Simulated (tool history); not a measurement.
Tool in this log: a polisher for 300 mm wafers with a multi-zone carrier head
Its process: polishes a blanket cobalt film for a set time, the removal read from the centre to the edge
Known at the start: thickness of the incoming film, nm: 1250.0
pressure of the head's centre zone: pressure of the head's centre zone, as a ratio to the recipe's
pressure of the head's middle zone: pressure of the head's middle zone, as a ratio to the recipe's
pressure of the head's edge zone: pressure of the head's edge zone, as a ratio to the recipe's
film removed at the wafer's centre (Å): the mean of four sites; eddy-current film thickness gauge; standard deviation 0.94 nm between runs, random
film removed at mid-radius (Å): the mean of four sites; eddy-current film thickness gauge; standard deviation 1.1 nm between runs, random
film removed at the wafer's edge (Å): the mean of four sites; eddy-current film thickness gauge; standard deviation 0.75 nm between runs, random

run	hour	flow of slurry (ml/min)	pressure of the head's centre zone	pressure of the head's middle zone	pressure of the head's edge zone	polishing time (s)	film removed at the wafer's centre (Å)	film removed at mid-radius (Å)	film removed at the wafer's edge (Å)
1	0	210	1	1	1	36	1500.3	1484.7	1531.5
2	8.9	200	0.98	0.98	0.99	35	1411.8	1396.9	1455.3
3	12.9	190	0.96	0.96	0.99	34	1319.1	1296.7	1397
4	18.2	185	0.94	0.95	0.98	34	1293.4	1289	1404
5	21.8	180	0.92	0.94	0.97	34	1261.8	1284	1382.4
6	27.2	180	0.89	0.94	0.97	34	1218	1314.7	1378.5

The next listed run, before its measurement:
7	34.3	175	0.88	0.93	0.96	34	?	?	?

{"run 7": {"film removed at the wafer's centre (Å)": 1194.2, "film removed at mid-radius (Å)": 1311.4, "film removed at the wafer's edge (Å)": 1374.6}}
